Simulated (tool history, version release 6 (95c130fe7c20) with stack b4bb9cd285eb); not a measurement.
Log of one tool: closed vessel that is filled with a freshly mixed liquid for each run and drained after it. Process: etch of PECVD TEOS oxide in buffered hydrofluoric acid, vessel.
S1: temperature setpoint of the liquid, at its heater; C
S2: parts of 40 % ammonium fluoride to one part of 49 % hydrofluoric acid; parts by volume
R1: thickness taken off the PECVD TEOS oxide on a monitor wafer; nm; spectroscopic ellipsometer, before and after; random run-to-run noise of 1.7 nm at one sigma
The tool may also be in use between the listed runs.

{"run": 1, "day": 0.0, "S1": 22, "S2": 10, "time in the liquid (s)": 100, "R1": 229.95}
{"run": 2, "day": 0.117, "S1": 22, "S2": 10, "time in the liquid (s)": 105, "R1": 241.02}
{"run": 3, "day": 0.371, "S1": 20.5, "S2": 10, "time in the liquid (s)": 105, "R1": 223.08}
{"run": 4, "day": 0.533, "S1": 19, "S2": 10, "time in the liquid (s)": 105, "R1": 205.75}
{"run": 5, "day": 0.558, "S1": 21, "S2": 10, "time in the liquid (s)": 105, "R1": 228.34}
{"run": 6, "day": 0.617, "S1": 21.5, "S2": 10, "time in the liquid (s)": 105, "R1": 233.61}
{"run": 7, "day": 0.758, "S1": 22, "S2": 10, "time in the liquid (s)": 105, "R1": 238.99}
{"run": 8, "day": 0.854, "S1": 22.5, "S2": 10, "time in the liquid (s)": 105, "R1": 244.49}
{"run": 9, "day": 1.05, "S1": 23, "S2": 10, "time in the liquid (s)": 105, "R1": 255.28}
{"run": 10, "day": 1.342, "S1": 23.5, "S2": 10, "time in the liquid (s)": 105, "R1": 263.42}

What will run 11 give?
{"run": 11, "day": 1.696, "S1": 24.5, "S2": 10, "time in the liquid (s)": 105, "R1": "?"}

R1: 280.43 nm

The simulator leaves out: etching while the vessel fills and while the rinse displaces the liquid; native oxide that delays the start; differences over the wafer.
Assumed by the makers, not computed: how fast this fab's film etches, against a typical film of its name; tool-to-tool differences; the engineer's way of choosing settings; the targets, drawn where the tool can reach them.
